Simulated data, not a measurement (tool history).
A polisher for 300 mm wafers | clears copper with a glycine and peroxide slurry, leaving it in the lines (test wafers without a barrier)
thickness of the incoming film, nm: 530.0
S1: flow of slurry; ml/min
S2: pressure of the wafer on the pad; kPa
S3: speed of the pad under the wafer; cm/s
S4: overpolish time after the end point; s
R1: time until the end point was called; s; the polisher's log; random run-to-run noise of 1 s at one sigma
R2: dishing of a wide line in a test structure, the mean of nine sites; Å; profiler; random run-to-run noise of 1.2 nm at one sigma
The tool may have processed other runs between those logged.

run	day	S1	S2	S3	S4	R1	R2
1	0.000	300	11.7	112	28	160.46	602.05
2	0.208	300	11.7	124	28	150.13	625.72
3	0.550	300	13.1	126	23	134.12	615.66
4	0.746	300	11.7	126	23	146.00	537.91
5	1.008	300	10.3	126	23	161.75	504.70
6	1.271	300	11.7	128	20	147.54	516.37
7	1.508	305	15.2	132	8	115.53	283.59

Predict the results of run 8:
8	1.833	305	15.2	134	11	?	?

R1: 114.66 s
R2: 374.46 Å
